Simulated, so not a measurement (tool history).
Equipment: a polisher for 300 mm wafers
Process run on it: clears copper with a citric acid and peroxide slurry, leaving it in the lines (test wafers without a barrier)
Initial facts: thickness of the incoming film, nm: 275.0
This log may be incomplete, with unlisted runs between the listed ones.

run  hour  flow of slurry (ml/min)  pressure of the wafer on the pad (psi)  speed of the pad under the wafer (cm/s)  abrasive content of the slurry  overpolish time after the end point (s)  time until the end point was called (s)  dishing of a wide line in a test structure (Å)
  1     0                      235                                     2.9                                       94                               1                                       22                                    127.8                                          262.16
  2   8.4                      235                                     3.5                                       94                               1                                       22                                   106.43                                          292.49
  3  14.1                      235                                     3.5                                       94                               1                                       27                                   107.39                                          325.52
  4  22.4                      190                                     3.5                                       94                               1                                       27                                    110.5                                          317.13
  5  24.7                      185                                     3.6                                       88                            0.95                                       25                                   116.93                                          305.88
  6    29                      185                                     3.6                                       88                             1.1                                       25                                    112.4                                           304.9
  7  31.7                      180                                     2.8                                      108                            1.35                                       15                                   112.41                                          208.57
  8  38.7                      175                                     2.6                                      110                            1.35                                       14                                   121.81                                          184.92
  9  44.1                      170                                     2.5                                      112                            1.35                                       13                                   122.75                                          172.18
 10    48                      165                                     2.4                                      116                            1.25                                       12                                    126.7                                          153.43
 11  53.4                      160                                     2.4                                      118                             1.2                                       11                                   127.42                                          147.49
 12  61.9                      160                                     2.3                                      122                             1.1                                       11                                   127.81                                          142.56
 13  63.2                      160                                     2.2                                      124                            1.05                                       11                                   133.93                                          132.89
 14  66.4                      160                                     2.2                                      126                               1                                       11                                   133.29                                          138.21
 15  73.8                      160                                     2.2                                      128                            0.95                                       11                                   132.84                                          139.65
 16  74.8                      160                                     2.1                                      130                            0.95                                       11                                   136.87                                          129.85
 17  79.1                      160                                     2.1                                      132                             0.9                                       11                                   133.18                                          136.75
     82.6  -- worn pad replaced by a new one
 18  82.6                      160                                       2                                      134                            0.95                                       11                                   126.03                                          144.88
 19  86.5                      160                                     2.1                                      134                             0.9                                       11                                   120.68                                          148.99
 20  87.8                      160                                       2                                      136                            0.85                                       11                                   128.22                                          146.16

Run 21 has not been measured yet. What should we expect?
 21  96.5                      160                                     1.9                                      136                             0.9                                       11                                        ?                                               ?

{"run 21": {"time until the end point was called (s)": 128.86, "dishing of a wide line in a test structure (Å)": 140.02}}

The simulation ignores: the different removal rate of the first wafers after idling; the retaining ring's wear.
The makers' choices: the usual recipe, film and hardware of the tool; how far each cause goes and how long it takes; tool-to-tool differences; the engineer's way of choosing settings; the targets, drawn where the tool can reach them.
